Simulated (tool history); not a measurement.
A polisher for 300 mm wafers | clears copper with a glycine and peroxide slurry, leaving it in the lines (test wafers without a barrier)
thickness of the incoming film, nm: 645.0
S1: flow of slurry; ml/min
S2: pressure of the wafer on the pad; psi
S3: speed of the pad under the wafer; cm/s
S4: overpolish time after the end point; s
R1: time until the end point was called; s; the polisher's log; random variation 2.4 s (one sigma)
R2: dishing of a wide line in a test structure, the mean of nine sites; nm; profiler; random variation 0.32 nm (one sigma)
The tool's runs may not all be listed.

run    day   S1   S2   S3  S4      R1      R2
  1      0  270  2.1  116  18  152.09  34.473
  2  0.254  270  2.3  116  18  141.49   35.35
  3  0.592  335  2.3  116  18  143.31   34.88
  4  0.775  365  1.9  134  14  145.96  30.612
     0.912  -- slurry nozzle cleaned
  5  0.912  335  1.9  134  14  148.27  31.374
  6  1.062  365  2.3  108  11  150.95  26.336
  7  1.388  385  2.6   92   9  149.08  23.325
  8  1.533  420  3.2   60   5  188.34  12.553
  9  1.558  420  3.2   70   5  155.98  14.092

The next listed run, before its measurement:
 10  1.854  420  3.2  74   5   ?   ?

{"run 10": {"R1": 151.64, "R2": 14.389}}
